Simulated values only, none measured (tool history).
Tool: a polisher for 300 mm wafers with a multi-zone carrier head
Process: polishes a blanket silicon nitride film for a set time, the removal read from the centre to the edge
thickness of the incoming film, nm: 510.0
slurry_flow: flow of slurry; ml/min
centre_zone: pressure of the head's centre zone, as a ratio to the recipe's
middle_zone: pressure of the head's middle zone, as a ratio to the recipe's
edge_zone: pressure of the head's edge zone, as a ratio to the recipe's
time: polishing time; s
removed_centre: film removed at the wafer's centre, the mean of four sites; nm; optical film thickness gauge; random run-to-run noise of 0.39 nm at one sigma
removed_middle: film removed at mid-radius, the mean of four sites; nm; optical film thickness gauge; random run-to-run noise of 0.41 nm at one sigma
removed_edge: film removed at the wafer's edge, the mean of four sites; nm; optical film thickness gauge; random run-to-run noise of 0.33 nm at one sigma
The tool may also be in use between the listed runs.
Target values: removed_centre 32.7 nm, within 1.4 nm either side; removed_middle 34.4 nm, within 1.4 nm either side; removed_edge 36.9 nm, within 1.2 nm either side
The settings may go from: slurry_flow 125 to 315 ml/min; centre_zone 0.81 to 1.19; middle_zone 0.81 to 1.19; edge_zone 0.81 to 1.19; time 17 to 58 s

| run | day | slurry_flow | centre_zone | middle_zone | edge_zone | time | removed_centre | removed_middle | removed_edge |
|---|---|---|---|---|---|---|---|---|---|
| 1 | 0 | 205 | 1 | 1 | 1 | 37 | 69.12 | 58.923 | 62.093 |
| 2 | 0.183 | 205 | 1 | 1 | 1 | 45 | 83.896 | 73.4 | 76.901 |
| 3 | 0.404 | 205 | 1 | 1 | 1 | 54 | 98.936 | 88.329 | 92.888 |
| 4 | 0.679 | 180 | 0.94 | 0.98 | 0.98 | 41 | 70.344 | 67.118 | 67.836 |
| 5 | 0.846 | 160 | 0.9 | 0.92 | 0.97 | 33 | 53.835 | 50.498 | 55.283 |
| 6 | 0.971 | 160 | 0.94 | 0.92 | 0.97 | 33 | 55.842 | 49.363 | 54.286 |
| 7 | 1.096 | 150 | 0.9 | 0.92 | 0.97 | 28 | 45.946 | 42.718 | 45.553 |
|  | 1.388 | centre zone pressure recalibrated |
| 8 | 1.388 | 150 | 0.9 | 0.92 | 0.97 | 28 | 39.735 | 42.573 | 46.122 |
| 9 | 1.629 | 150 | 0.9 | 0.92 | 0.97 | 28 | 41.003 | 42.737 | 45.512 |
| 10 | 1.725 | 150 | 0.9 | 0.91 | 0.97 | 26 | 37.673 | 38.733 | 42.714 |
| 11 | 1.883 | 150 | 0.9 | 0.91 | 0.97 | 26 | 37.086 | 38.445 | 42.617 |
| 12 | 2.2 | 145 | 0.91 | 0.91 | 0.95 | 25 | 36.53 | 36.928 | 40.687 |
| 13 | 2.279 | 145 | 0.9 | 0.91 | 0.92 | 25 | 35.33 | 37.189 | 39.202 |

4 next moves are on the table. One of them brings every result within its allowed miss. Which?
| A | 2.358 | 155 | 0.87 | 0.9 | 0.97 | 25 | ? | ? | ? |
| B | 2.358 | 160 | 1.05 | 0.87 | 0.83 | 22 | ? | ? | ? |
| C | 2.358 | 140 | 0.93 | 0.98 | 1.02 | 22 | ? | ? | ? |
| D | 2.358 | 135 | 0.9 | 0.96 | 0.9 | 26 | ? | ? | ? |

| move | removed_centre | removed_middle | removed_edge |
|---|---|---|---|
| A | 34.906 | 37.648 | 40.464 |
| B | 37.238 | 32.421 | 33.232 |
| C | 32.542 | 34.869 | 36.211 |
| D | 37.07 | 40.489 | 40.251 |
A: lands further from the targets than the last run did
B: takes the result that was furthest off past its target
C: every result lands within tolerance
D: lands further from the targets than the last run did
Answer: C

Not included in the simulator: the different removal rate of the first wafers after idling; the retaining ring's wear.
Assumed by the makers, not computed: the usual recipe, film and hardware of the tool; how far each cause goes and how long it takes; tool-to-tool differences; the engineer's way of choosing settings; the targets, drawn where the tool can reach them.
